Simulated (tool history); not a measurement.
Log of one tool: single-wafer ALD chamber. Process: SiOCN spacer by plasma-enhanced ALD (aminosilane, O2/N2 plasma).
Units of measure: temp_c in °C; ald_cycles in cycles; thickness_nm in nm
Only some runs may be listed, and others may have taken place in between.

| run | hour | temp_c | ald_cycles | thickness_nm |
|---|---|---|---|---|
| 1 | 0.0 | 375 | 96 | 5.4388 |
| 2 | 1.9 | 375 | 101 | 5.6738 |
| 3 | 8.4 | 375 | 94 | 5.3124 |
| 4 | 16.0 | 375 | 100 | 5.5964 |
| 5 | 19.6 | 369 | 100 | 5.6135 |
| 6 | 25.7 | 373 | 100 | 5.6184 |

Estimate the outcome of run 7 from the log above:
|  | 33.3 | thermocouple changed; heater temperature recalibrated |
| 7 | 33.3 | 373 | 104 | ? |

thickness_nm: 5.9001 nm
